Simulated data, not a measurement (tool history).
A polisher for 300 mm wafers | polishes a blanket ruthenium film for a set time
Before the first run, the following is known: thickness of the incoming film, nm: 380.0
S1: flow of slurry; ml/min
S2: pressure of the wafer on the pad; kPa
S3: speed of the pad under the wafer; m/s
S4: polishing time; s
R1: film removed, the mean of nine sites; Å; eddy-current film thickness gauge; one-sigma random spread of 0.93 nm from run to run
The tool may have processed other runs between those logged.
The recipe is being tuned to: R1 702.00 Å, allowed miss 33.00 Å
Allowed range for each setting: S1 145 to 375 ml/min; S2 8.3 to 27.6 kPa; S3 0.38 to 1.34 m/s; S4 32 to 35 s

run	hour	S1	S2	S3	S4	R1
1	0.0	240	17.9	0.86	35	467.87
2	7.8	240	19.3	0.86	35	489.82
3	10.8	240	19.3	0.98	35	554.65
4	12.7	240	19.3	0.98	35	565.11
5	14.9	240	19.3	0.98	35	565.95
6	16.0	240	20.7	0.98	35	603.70
7	19.2	240	21.4	0.98	35	605.10
8	24.8	240	22.1	0.98	35	626.85
9	27.5	240	22.8	0.98	35	628.61
10	35.3	240	23.4	0.98	35	642.46
11	36.7	240	24.1	0.98	35	663.13

Exactly one of the 4 candidate moves below puts every result within its allowed miss. Which one?
A	38.1	250	20.7	1.28	35	?
B	38.1	240	24.1	0.94	34	?
C	38.1	215	23.4	0.98	35	?
D	38.1	220	25.5	0.98	35	?

move	R1
A	753.77
B	608.03
C	627.96
D	673.81
A: pushes the last run's worst result past its target
B: its largest miss is bigger than the last run's
C: its largest miss is bigger than the last run's
D: each result inside its tolerance
D is the move that brings every result within its allowed miss.
